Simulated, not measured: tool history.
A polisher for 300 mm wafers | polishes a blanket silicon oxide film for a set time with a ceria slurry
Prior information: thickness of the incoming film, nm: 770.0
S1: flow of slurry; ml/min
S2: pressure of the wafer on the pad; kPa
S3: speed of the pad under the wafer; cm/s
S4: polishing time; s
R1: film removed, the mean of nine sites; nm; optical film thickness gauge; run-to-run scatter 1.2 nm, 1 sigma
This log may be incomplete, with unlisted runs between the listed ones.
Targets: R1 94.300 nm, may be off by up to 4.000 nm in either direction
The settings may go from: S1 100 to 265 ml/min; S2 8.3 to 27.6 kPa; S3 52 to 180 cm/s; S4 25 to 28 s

run  hour   S1    S2   S3  S4       R1
  1   0.0  170  17.9  116  28  137.960
  2   2.0  170  16.5  116  28  129.960
  3   5.6  170  15.2  116  28  116.460
  4  13.4  170  14.5  116  28  113.460
  5  15.5  170  13.8  116  28  106.280
  6  20.8  135  13.8  116  28  104.110
  7  27.8  135  11.7  116  28   87.433
  8  30.6  140  11.7  116  28   87.986
  9  32.2  145  11.7  116  28   89.279

Which of these 5 next moves meets every target?
  A  33.8  140  15.2   86  25   ?
  B  33.8  155  12.4  126  28   ?
  C  33.8  105  10.3  142  25   ?
  D  33.8  120  12.4  120  28   ?
  E  33.8  115  15.2  112  28   ?

move       R1
   A   80.007
   B  103.310
   C   78.347
   D   93.708
   E  105.930
A: further off than the last run
B: takes the result that was furthest off past its target
C: further off than the last run
D: meets every target
E: takes the result that was furthest off past its target
D is the move that brings every result within its allowed miss.

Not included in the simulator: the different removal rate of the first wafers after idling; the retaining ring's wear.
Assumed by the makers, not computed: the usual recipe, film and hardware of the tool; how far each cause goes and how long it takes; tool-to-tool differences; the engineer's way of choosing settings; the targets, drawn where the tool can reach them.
